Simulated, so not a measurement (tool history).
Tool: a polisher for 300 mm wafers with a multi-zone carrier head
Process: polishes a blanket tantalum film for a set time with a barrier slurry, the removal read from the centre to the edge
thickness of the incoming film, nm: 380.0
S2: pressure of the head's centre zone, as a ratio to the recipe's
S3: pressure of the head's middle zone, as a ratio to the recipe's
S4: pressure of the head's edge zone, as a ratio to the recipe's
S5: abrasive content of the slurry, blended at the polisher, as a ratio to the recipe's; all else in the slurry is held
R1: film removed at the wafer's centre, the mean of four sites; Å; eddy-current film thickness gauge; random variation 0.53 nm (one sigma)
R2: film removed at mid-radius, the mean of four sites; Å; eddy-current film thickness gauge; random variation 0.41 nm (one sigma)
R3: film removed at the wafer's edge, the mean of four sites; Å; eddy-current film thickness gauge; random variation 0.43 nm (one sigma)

Run 1, hour 0: flow of slurry (ml/min) 195, S2 1, S3 1, S4 1, S5 1, polishing time (s) 34. Result: R1 547.14 Å, R2 543.35 Å, R3 561.85 Å.
Run 2, hour 4.5: flow of slurry (ml/min) 195, S2 1, S3 0.98, S4 0.97, S5 0.85, polishing time (s) 32. Result: R1 487.36 Å, R2 480.96 Å, R3 496.77 Å.
Run 3, hour 9.6: flow of slurry (ml/min) 195, S2 1.01, S3 0.96, S4 0.94, S5 0.75, polishing time (s) 31. Result: R1 469.9 Å, R2 441.83 Å, R3 454.77 Å.
Run 4, hour 17: flow of slurry (ml/min) 195, S2 1.01, S3 0.91, S4 0.94, S5 0.75, polishing time (s) 31. Result: R1 447.01 Å, R2 416.33 Å, R3 447.82 Å.
Run 5, hour 22.9: flow of slurry (ml/min) 195, S2 1.01, S3 0.86, S4 0.94, S5 0.75, polishing time (s) 31. Result: R1 438.24 Å, R2 399.41 Å, R3 454.33 Å.
Run 6, hour 28.6: flow of slurry (ml/min) 195, S2 1.01, S3 0.81, S4 0.94, S5 0.75, polishing time (s) 31. Result: R1 460.92 Å, R2 385.22 Å, R3 441.25 Å.
Run 7, hour 31.3: flow of slurry (ml/min) 195, S2 1.01, S3 0.83, S4 0.91, S5 0.7, polishing time (s) 30. Result: R1 426.7 Å, R2 373.1 Å, R3 412.62 Å.
Run 8, hour 35.5: flow of slurry (ml/min) 190, S2 1, S3 0.83, S4 0.88, S5 0.7, polishing time (s) 30. Result: R1 414.35 Å, R2 365.31 Å, R3 400.49 Å.
Run 9, hour 38.3: flow of slurry (ml/min) 185, S2 1, S3 0.84, S4 0.86, S5 0.7, polishing time (s) 30. Result: R1 416.64 Å, R2 377.65 Å, R3 398.69 Å.
Run 10, hour 45.8: flow of slurry (ml/min) 175, S2 0.99, S3 0.83, S4 0.81, S5 0.5, polishing time (s) 29. Result: R1 328.77 Å, R2 296.28 Å, R3 314.13 Å.

The next listed run, before its measurement:
Run 11, hour 47.4: flow of slurry (ml/min) 195, S2 1, S3 0.85, S4 0.83, S5 0.5, polishing time (s) 29. Result: R1 ?, R2 ?, R3 ?.

{"run 11": {"R1": 333.72, "R2": 298.78, "R3": 314.22}}
